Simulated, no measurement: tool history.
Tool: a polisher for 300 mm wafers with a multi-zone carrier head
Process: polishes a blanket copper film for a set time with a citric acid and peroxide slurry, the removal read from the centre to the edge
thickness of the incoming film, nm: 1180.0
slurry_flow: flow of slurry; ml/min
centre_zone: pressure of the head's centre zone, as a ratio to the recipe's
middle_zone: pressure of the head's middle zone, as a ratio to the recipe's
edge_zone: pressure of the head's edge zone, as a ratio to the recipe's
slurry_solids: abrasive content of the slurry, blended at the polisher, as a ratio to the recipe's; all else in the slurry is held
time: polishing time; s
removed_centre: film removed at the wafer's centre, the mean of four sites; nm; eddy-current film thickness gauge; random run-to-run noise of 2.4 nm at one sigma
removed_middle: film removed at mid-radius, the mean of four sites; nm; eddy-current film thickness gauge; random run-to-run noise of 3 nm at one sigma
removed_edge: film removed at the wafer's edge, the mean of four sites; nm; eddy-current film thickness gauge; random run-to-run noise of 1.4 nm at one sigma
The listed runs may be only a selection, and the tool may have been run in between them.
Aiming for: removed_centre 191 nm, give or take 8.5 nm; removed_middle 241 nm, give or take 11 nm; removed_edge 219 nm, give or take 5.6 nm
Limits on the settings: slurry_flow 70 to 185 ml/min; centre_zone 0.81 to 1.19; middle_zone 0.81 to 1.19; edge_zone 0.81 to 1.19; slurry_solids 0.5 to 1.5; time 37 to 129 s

run 1 hour=0 | slurry_flow=120 centre_zone=1 middle_zone=1 edge_zone=1 slurry_solids=1 time=83 | removed_centre=195.64 removed_middle=184.05 removed_edge=193.26
run 2 hour=7.9 | slurry_flow=145 centre_zone=1 middle_zone=1 edge_zone=1 slurry_solids=1 time=83 | removed_centre=206.22 removed_middle=198.93 removed_edge=197.12
run 3 hour=9.7 | slurry_flow=150 centre_zone=0.96 middle_zone=1.03 edge_zone=1.03 slurry_solids=1.05 time=83 | removed_centre=199.79 removed_middle=206.47 removed_edge=201.44
run 4 hour=14.1 | slurry_flow=135 centre_zone=0.96 middle_zone=1.03 edge_zone=1.03 slurry_solids=1.05 time=83 | removed_centre=197.24 removed_middle=204.7 removed_edge=197.96
run 5 hour=17.4 | slurry_flow=150 centre_zone=0.96 middle_zone=1.03 edge_zone=1.03 slurry_solids=1.05 time=83 | removed_centre=195.66 removed_middle=207.27 removed_edge=201.29
run 6 hour=24.8 | slurry_flow=150 centre_zone=0.96 middle_zone=1.03 edge_zone=1.03 slurry_solids=1.05 time=70 | removed_centre=168.95 removed_middle=173.82 removed_edge=170.35
run 7 hour=28.7 | slurry_flow=150 centre_zone=0.94 middle_zone=1.05 edge_zone=1.06 slurry_solids=1.15 time=73 | removed_centre=175.55 removed_middle=188.48 removed_edge=183.99
run 8 hour=30.5 | slurry_flow=155 centre_zone=0.93 middle_zone=1.08 edge_zone=1.08 slurry_solids=1.25 time=74 | removed_centre=176.2 removed_middle=197.51 removed_edge=193.9
run 9 hour=37.6 | slurry_flow=160 centre_zone=0.93 middle_zone=1.11 edge_zone=1.08 slurry_solids=1.3 time=75 | removed_centre=185.28 removed_middle=211.09 removed_edge=196.82
run 10 hour=45.2 | slurry_flow=165 centre_zone=0.92 middle_zone=1.13 edge_zone=1.1 slurry_solids=1.35 time=75 | removed_centre=186.26 removed_middle=217.91 removed_edge=202.01
run 11 hour=48.7 | slurry_flow=165 centre_zone=0.92 middle_zone=1.13 edge_zone=1.1 slurry_solids=1.35 time=75 | removed_centre=183.41 removed_middle=221.53 removed_edge=201
run 12 hour=50.3 | slurry_flow=170 centre_zone=0.92 middle_zone=1.14 edge_zone=1.12 slurry_solids=1.4 time=75 | removed_centre=186.63 removed_middle=219.07 removed_edge=202.7
run 13 hour=56 | slurry_flow=170 centre_zone=0.91 middle_zone=1.15 edge_zone=1.13 slurry_solids=1.45 time=76 | removed_centre=190.2 removed_middle=233.97 removed_edge=210.72
run 14 hour=64 | slurry_flow=170 centre_zone=0.91 middle_zone=1.15 edge_zone=1.14 slurry_solids=1.45 time=76 | removed_centre=192.24 removed_middle=225.59 removed_edge=212.68
run 15 hour=72 | slurry_flow=170 centre_zone=0.91 middle_zone=1.15 edge_zone=1.14 slurry_solids=1.45 time=76 | removed_centre=192.97 removed_middle=226.24 removed_edge=211.27
run 16 hour=73.2 | slurry_flow=170 centre_zone=0.9 middle_zone=1.16 edge_zone=1.14 slurry_solids=1.45 time=76 | removed_centre=187.8 removed_middle=231.91 removed_edge=211.67
run 17 hour=78 | slurry_flow=170 centre_zone=0.9 middle_zone=1.16 edge_zone=1.15 slurry_solids=1.45 time=76 | removed_centre=188.35 removed_middle=232.53 removed_edge=213.32

Which single option among these 4 for the next run brings every result within its allowed miss of target? Just one does.
run A hour=82.8 | slurry_flow=125 centre_zone=0.87 middle_zone=1.17 edge_zone=1.06 slurry_solids=1.35 time=86 | removed_centre=? removed_middle=? removed_edge=?
run B hour=82.8 | slurry_flow=180 centre_zone=0.83 middle_zone=1.19 edge_zone=1.03 slurry_solids=1.45 time=82 | removed_centre=? removed_middle=? removed_edge=?
run C hour=82.8 | slurry_flow=155 centre_zone=0.9 middle_zone=1.05 edge_zone=1.19 slurry_solids=1.5 time=78 | removed_centre=? removed_middle=? removed_edge=?
run D hour=82.8 | slurry_flow=130 centre_zone=0.81 middle_zone=1.19 edge_zone=1.19 slurry_solids=1.4 time=81 | removed_centre=? removed_middle=? removed_edge=?

move=A removed_centre=192.38 removed_middle=247.37 removed_edge=219.59
move=B removed_centre=193.72 removed_middle=262.21 removed_edge=221.99
move=C removed_centre=194.94 removed_middle=219.77 removed_edge=221.95
move=D removed_centre=172.34 removed_middle=240.8 removed_edge=220.27
A: in spec on every target
B: brings the last run's worst result on target, with another outside its allowed miss
C: brings the last run's worst result on target, with another outside its allowed miss
D: brings the last run's worst result on target, with another outside its allowed miss
So the answer is move A, the one that meets all the targets.
